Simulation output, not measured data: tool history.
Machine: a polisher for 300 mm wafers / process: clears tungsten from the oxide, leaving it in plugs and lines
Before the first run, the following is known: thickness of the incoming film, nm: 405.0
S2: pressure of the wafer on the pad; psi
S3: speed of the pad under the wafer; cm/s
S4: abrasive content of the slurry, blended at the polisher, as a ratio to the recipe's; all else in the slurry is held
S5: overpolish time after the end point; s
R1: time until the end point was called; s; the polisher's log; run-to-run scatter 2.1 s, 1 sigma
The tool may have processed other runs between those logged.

run 1 day=0 | flow_of_slurry_(ml/min)=125 S2=3.6 S3=112 S4=1 S5=23 | R1=87.829
run 2 day=0.208 | flow_of_slurry_(ml/min)=125 S2=3.6 S3=112 S4=1 S5=25 | R1=86.516
run 3 day=0.288 | flow_of_slurry_(ml/min)=125 S2=3.6 S3=94 S4=1 S5=25 | R1=98.593
run 4 day=0.375 | flow_of_slurry_(ml/min)=125 S2=3.3 S3=92 S4=1 S5=25 | R1=114.72
run 5 day=0.604 | flow_of_slurry_(ml/min)=125 S2=3.3 S3=92 S4=1 S5=25 | R1=116.49
run 6 day=0.858 | flow_of_slurry_(ml/min)=125 S2=3.3 S3=120 S4=1 S5=25 | R1=89.064

Run 7 comes next. What will it give?
run 7 day=1.054 | flow_of_slurry_(ml/min)=125 S2=3.3 S3=120 S4=1 S5=25 | R1=?

Run 7 produced R1 88.005 s.

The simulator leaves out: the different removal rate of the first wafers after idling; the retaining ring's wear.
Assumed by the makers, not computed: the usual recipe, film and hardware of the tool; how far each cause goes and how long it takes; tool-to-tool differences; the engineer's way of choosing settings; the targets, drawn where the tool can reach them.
